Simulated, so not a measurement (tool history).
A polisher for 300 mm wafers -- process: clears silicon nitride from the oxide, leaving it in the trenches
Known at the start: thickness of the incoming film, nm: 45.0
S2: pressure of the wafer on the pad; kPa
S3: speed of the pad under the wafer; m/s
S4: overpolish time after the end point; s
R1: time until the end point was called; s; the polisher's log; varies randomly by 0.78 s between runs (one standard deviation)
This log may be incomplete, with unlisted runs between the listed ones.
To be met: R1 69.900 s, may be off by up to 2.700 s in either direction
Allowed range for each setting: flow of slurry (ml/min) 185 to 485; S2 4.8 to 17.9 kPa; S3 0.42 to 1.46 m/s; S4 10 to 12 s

run 1 hour=0.0 | flow_of_slurry_(ml/min)=310 S2=11.0 S3=0.94 S4=12 | R1=89.057
run 2 hour=4.7 | flow_of_slurry_(ml/min)=310 S2=11.7 S3=0.94 S4=12 | R1=82.497
run 3 hour=5.9 | flow_of_slurry_(ml/min)=310 S2=9.0 S3=0.94 S4=12 | R1=108.690
run 4 hour=7.9 | flow_of_slurry_(ml/min)=310 S2=9.7 S3=0.94 S4=12 | R1=99.725
run 5 hour=11.0 | flow_of_slurry_(ml/min)=310 S2=9.7 S3=0.80 S4=12 | R1=117.480
run 6 hour=17.9 | flow_of_slurry_(ml/min)=310 S2=11.0 S3=0.80 S4=12 | R1=101.570
run 7 hour=22.9 | flow_of_slurry_(ml/min)=310 S2=11.7 S3=0.80 S4=12 | R1=97.046
run 8 hour=29.7 | flow_of_slurry_(ml/min)=310 S2=12.4 S3=0.80 S4=12 | R1=92.278
run 9 hour=34.4 | flow_of_slurry_(ml/min)=310 S2=13.1 S3=0.80 S4=12 | R1=86.312
run 10 hour=42.9 | flow_of_slurry_(ml/min)=310 S2=13.8 S3=0.80 S4=12 | R1=83.113
run 11 hour=48.9 | flow_of_slurry_(ml/min)=310 S2=14.5 S3=0.80 S4=12 | R1=79.319
run 12 hour=55.5 | flow_of_slurry_(ml/min)=310 S2=15.2 S3=0.80 S4=12 | R1=75.472

Next run, 4 choices. One meets every target within its allowed miss, the rest don't. Which?
run A hour=62.1 | flow_of_slurry_(ml/min)=260 S2=14.5 S3=0.76 S4=10 | R1=?
run B hour=62.1 | flow_of_slurry_(ml/min)=260 S2=17.9 S3=0.66 S4=10 | R1=?
run C hour=62.1 | flow_of_slurry_(ml/min)=355 S2=16.5 S3=0.88 S4=12 | R1=?
run D hour=62.1 | flow_of_slurry_(ml/min)=360 S2=15.9 S3=0.80 S4=12 | R1=?

move=A R1=84.603
move=B R1=78.597
move=C R1=62.505
move=D R1=71.372
A: further off than the last run
B: further off than the last run
C: the result that was furthest off in the last run now lies on the other side of its target
D: each result inside its tolerance
Go with D: it meets all targets.
